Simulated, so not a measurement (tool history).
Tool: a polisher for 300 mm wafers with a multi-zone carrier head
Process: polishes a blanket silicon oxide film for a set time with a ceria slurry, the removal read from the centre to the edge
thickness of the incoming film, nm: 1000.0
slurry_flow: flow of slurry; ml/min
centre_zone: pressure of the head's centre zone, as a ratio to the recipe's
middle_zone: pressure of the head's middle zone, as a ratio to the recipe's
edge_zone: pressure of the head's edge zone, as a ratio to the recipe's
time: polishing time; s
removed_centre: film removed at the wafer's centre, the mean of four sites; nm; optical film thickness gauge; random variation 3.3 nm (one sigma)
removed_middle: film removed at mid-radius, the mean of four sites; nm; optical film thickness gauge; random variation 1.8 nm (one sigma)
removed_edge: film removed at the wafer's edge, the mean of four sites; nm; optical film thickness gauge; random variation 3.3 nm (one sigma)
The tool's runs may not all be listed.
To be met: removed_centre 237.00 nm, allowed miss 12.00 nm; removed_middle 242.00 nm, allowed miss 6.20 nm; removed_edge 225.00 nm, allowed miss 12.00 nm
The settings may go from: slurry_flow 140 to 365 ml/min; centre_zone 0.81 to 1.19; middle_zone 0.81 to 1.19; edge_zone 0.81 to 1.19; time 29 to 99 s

run 1 day=0.000 | slurry_flow=235 centre_zone=1.00 middle_zone=1.00 edge_zone=1.00 time=64 | removed_centre=263.49 removed_middle=258.34 removed_edge=260.71
run 2 day=0.238 | slurry_flow=235 centre_zone=0.93 middle_zone=1.00 edge_zone=1.00 time=64 | removed_centre=238.27 removed_middle=260.62 removed_edge=267.54
run 3 day=0.467 | slurry_flow=235 centre_zone=0.93 middle_zone=1.00 edge_zone=1.07 time=64 | removed_centre=240.13 removed_middle=260.79 removed_edge=269.14
run 4 day=0.625 | slurry_flow=260 centre_zone=0.93 middle_zone=1.00 edge_zone=1.07 time=64 | removed_centre=242.78 removed_middle=262.75 removed_edge=272.91
run 5 day=0.871 | slurry_flow=260 centre_zone=0.85 middle_zone=1.00 edge_zone=1.07 time=64 | removed_centre=224.45 removed_middle=262.17 removed_edge=274.75
run 6 day=1.117 | slurry_flow=260 centre_zone=0.87 middle_zone=1.01 edge_zone=1.06 time=63 | removed_centre=233.73 removed_middle=260.73 removed_edge=265.30
run 7 day=1.217 | slurry_flow=265 centre_zone=0.88 middle_zone=1.01 edge_zone=1.05 time=62 | removed_centre=230.37 removed_middle=258.08 removed_edge=263.57
run 8 day=1.267 | slurry_flow=205 centre_zone=0.98 middle_zone=1.02 edge_zone=0.95 time=58 | removed_centre=228.76 removed_middle=233.78 removed_edge=226.80
-- day=1.604 worn pad replaced by a new one
run 9 day=1.604 | slurry_flow=220 centre_zone=0.99 middle_zone=1.04 edge_zone=0.95 time=58 | removed_centre=256.46 removed_middle=259.98 removed_edge=245.36
run 10 day=1.925 | slurry_flow=215 centre_zone=0.99 middle_zone=1.04 edge_zone=0.95 time=58 | removed_centre=258.68 removed_middle=260.58 removed_edge=252.06
run 11 day=2.254 | slurry_flow=210 centre_zone=0.99 middle_zone=1.04 edge_zone=0.94 time=58 | removed_centre=255.20 removed_middle=259.57 removed_edge=250.19
run 12 day=2.583 | slurry_flow=205 centre_zone=0.99 middle_zone=1.04 edge_zone=0.93 time=58 | removed_centre=253.13 removed_middle=258.96 removed_edge=245.38

Which of these 4 next moves meets every target?
run A day=2.912 | slurry_flow=230 centre_zone=0.98 middle_zone=1.01 edge_zone=0.84 time=55 | removed_centre=? removed_middle=? removed_edge=?
run B day=2.912 | slurry_flow=175 centre_zone=0.91 middle_zone=1.16 edge_zone=0.89 time=58 | removed_centre=? removed_middle=? removed_edge=?
run C day=2.912 | slurry_flow=170 centre_zone=0.89 middle_zone=0.92 edge_zone=1.01 time=65 | removed_centre=? removed_middle=? removed_edge=?
run D day=2.912 | slurry_flow=195 centre_zone=0.97 middle_zone=1.03 edge_zone=0.96 time=64 | removed_centre=? removed_middle=? removed_edge=?

move=A removed_centre=246.20 removed_middle=246.18 removed_edge=230.58
move=B removed_centre=232.23 removed_middle=282.59 removed_edge=242.35
move=C removed_centre=252.93 removed_middle=259.12 removed_edge=286.85
move=D removed_centre=277.43 removed_middle=285.58 removed_edge=279.51
A: meets every target
B: further off than the last run
C: further off than the last run
D: further off than the last run
Answer: A

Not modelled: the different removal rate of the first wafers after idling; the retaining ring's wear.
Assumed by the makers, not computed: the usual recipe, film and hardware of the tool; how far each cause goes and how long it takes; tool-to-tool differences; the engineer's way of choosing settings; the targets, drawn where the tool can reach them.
